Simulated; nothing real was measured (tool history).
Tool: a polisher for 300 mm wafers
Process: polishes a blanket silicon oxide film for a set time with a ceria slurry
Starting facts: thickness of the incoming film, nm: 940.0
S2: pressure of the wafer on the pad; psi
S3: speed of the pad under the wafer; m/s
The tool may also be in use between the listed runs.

Run 1, day 0: flow of slurry (ml/min) 265, S2 4 psi, S3 1.18 m/s, polishing time (s) 73. Result: film removed (angstrom) 3998.4.
Run 2, day 0.138: flow of slurry (ml/min) 265, S2 4 psi, S3 1.18 m/s, polishing time (s) 76. Result: film removed (angstrom) 4012.
Run 3, day 0.229: flow of slurry (ml/min) 265, S2 4 psi, S3 1.36 m/s, polishing time (s) 76. Result: film removed (angstrom) 4678.8.
Run 4, day 0.512: flow of slurry (ml/min) 265, S2 3.7 psi, S3 1.36 m/s, polishing time (s) 76. Result: film removed (angstrom) 4391.2.
Run 5, day 0.833: flow of slurry (ml/min) 265, S2 3.4 psi, S3 1.36 m/s, polishing time (s) 76. Result: film removed (angstrom) 4099.3.
Run 6, day 0.95: flow of slurry (ml/min) 265, S2 3.2 psi, S3 1.36 m/s, polishing time (s) 76. Result: film removed (angstrom) 3928.1.
Run 7, day 1.321: flow of slurry (ml/min) 265, S2 3 psi, S3 1.36 m/s, polishing time (s) 76. Result: film removed (angstrom) 3720.7.
Run 8, day 1.5: flow of slurry (ml/min) 265, S2 3 psi, S3 1.36 m/s, polishing time (s) 76. Result: film removed (angstrom) 3693.3.

What does the tool deliver on the next run?
Run 9, day 1.525: flow of slurry (ml/min) 265, S2 2.9 psi, S3 1.36 m/s, polishing time (s) 76. Result: film removed (angstrom) ?.

film removed (angstrom): 3543.2
